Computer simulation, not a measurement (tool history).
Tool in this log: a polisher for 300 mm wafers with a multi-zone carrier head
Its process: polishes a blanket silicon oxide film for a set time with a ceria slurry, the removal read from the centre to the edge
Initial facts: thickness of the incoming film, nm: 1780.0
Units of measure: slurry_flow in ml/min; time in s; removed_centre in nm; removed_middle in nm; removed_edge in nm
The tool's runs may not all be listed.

run    day  slurry_flow  centre_zone  middle_zone  edge_zone  time  removed_centre  removed_middle  removed_edge
  1      0          300            1            1          1    41          99.118          98.233        98.681
  2  0.108          275            1            1          1    41          97.478          96.234        96.407
  3  0.329          275            1            1       0.94    41          96.685          100.24        94.261
  4  0.525          270         0.99         0.96       0.96    36          84.587          85.011        83.733
  5  0.783          265         0.99         0.93       0.98    32           74.59          74.842        74.812
  6  0.946          265         1.05         0.93       0.98    32          79.959            70.4        74.579
  7  1.238          260         1.04          0.9          1    30          73.447          67.909        72.595
  8  1.371          260         1.05         0.88       1.02    28          68.875          61.115          67.5
  9  1.588          260         1.05         0.88       1.02    28          68.159          59.994        67.853

Predict the results of run 10:
 10  1.854          260         1.05         0.87       1.03    27               ?               ?             ?

{"run 10": {"removed_centre": 66.322, "removed_middle": 59.256, "removed_edge": 64.587}}
